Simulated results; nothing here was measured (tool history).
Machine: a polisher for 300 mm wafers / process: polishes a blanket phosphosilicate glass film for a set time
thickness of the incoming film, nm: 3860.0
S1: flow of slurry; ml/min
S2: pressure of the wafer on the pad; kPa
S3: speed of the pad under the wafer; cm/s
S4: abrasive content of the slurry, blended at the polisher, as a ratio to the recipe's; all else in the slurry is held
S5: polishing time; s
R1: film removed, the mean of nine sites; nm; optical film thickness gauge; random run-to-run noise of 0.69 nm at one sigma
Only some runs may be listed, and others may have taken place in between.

run	hour	S1	S2	S3	S4	S5	R1
1	0	245	15.9	76	1	18	97.068
2	0.5	245	15.9	76	0.85	18	83.486
3	6.4	245	15.9	76	0.85	18	86.946
4	7.5	245	15.9	76	0.95	18	94.617
5	10.3	245	13.1	72	0.95	18	75.088
6	16.5	245	11	70	0.95	18	60.47
7	20.6	245	10.3	70	0.95	18	57.674

Estimate the outcome of run 8 from the log above:
8	23.7	245	9.7	70	0.95	18	?

R1: 52.704 nm
